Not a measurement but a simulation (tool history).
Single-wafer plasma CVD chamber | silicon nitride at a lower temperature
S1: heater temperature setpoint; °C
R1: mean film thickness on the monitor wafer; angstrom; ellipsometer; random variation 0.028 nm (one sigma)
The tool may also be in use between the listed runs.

{"run": 1, "hour": 0.0, "S1": 330, "chamber pressure (mTorr)": 1670, "RF power (W)": 355, "deposition time (s)": 10.0, "R1": 125.82}
{"run": 2, "hour": 7.6, "S1": 330, "chamber pressure (mTorr)": 1480, "RF power (W)": 330, "deposition time (s)": 10.0, "R1": 114.9}
{"run": 3, "hour": 16.6, "S1": 330, "chamber pressure (mTorr)": 1480, "RF power (W)": 350, "deposition time (s)": 10.0, "R1": 120.07}
{"run": 4, "hour": 19.3, "S1": 330, "chamber pressure (mTorr)": 1730, "RF power (W)": 350, "deposition time (s)": 10.0, "R1": 125.46}
{"run": 5, "hour": 20.1, "S1": 330, "chamber pressure (mTorr)": 1510, "RF power (W)": 330, "deposition time (s)": 10.0, "R1": 115.77}
{"run": 6, "hour": 28.1, "S1": 330, "chamber pressure (mTorr)": 1510, "RF power (W)": 355, "deposition time (s)": 10.0, "R1": 121.7}

Run 7 comes next. What will it give?
{"run": 7, "hour": 33.9, "S1": 330, "chamber pressure (mTorr)": 1180, "RF power (W)": 300, "deposition time (s)": 9.9, "R1": "?"}

{"run 7": {"R1": 98.416}}
